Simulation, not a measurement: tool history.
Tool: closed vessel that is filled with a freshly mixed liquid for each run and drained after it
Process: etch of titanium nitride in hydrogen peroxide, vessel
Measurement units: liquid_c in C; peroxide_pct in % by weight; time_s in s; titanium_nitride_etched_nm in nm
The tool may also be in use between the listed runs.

run	hour	liquid_c	peroxide_pct	time_s	titanium_nitride_etched_nm
1	0.0	48.0	23	105	7.2706
2	4.9	48.0	20	105	7.2107
3	7.6	46.5	20	105	6.4291
4	11.9	45.5	20	105	5.8388
5	14.4	49.5	20	105	8.0586
6	19.1	48.0	20	105	7.1047
7	23.5	47.0	20	105	6.6148
8	28.0	46.0	20	105	6.1522

Run 9 comes next. What will it give?
9	36.4	45.0	20	105	?

Logged for run 9: titanium_nitride_etched_nm 5.7831 nm.

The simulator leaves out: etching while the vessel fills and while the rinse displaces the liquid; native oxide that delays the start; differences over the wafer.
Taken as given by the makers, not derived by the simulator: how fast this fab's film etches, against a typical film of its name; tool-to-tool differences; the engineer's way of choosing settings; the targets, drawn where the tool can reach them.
